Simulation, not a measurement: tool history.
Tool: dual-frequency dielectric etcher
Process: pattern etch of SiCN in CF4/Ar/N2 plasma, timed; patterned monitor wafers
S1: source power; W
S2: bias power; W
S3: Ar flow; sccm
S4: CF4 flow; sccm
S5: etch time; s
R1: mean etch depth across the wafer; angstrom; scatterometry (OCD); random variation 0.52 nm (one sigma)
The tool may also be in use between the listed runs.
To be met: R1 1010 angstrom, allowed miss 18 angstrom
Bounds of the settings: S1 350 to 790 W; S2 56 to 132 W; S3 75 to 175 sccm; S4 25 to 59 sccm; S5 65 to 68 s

| run | day | S1 | S2 | S3 | S4 | S5 | R1 |
|---|---|---|---|---|---|---|---|
| 1 | 0 | 570 | 94 | 125 | 42 | 65 | 730.89 |
| 2 | 0.025 | 630 | 95 | 125 | 42 | 65 | 791.26 |
| 3 | 0.3 | 670 | 97 | 124 | 42 | 65 | 845.88 |
| 4 | 0.425 | 670 | 97 | 124 | 35 | 65 | 805.89 |
| 5 | 0.546 | 670 | 97 | 124 | 42 | 65 | 841.91 |
| 6 | 0.908 | 620 | 97 | 124 | 42 | 65 | 798.92 |
| 7 | 1.242 | 660 | 99 | 124 | 42 | 65 | 833.72 |
| 8 | 1.608 | 690 | 102 | 123 | 42 | 65 | 879.52 |
| 9 | 1.704 | 720 | 103 | 123 | 42 | 65 | 921.8 |
| 10 | 1.979 | 790 | 104 | 123 | 42 | 65 | 989.97 |

Which of these 4 next moves meets every target?
| A | 2.254 | 750 | 108 | 123 | 43 | 68 | ? |
| B | 2.254 | 790 | 100 | 133 | 38 | 67 | ? |
| C | 2.254 | 790 | 90 | 129 | 35 | 68 | ? |
| D | 2.254 | 790 | 75 | 145 | 47 | 68 | ? |

| move | R1 |
|---|---|
| A | 1008 |
| B | 969.59 |
| C | 940.62 |
| D | 953.26 |
A: meets every target
B: further off than the last run
C: further off than the last run
D: further off than the last run
Move A is the one to make.
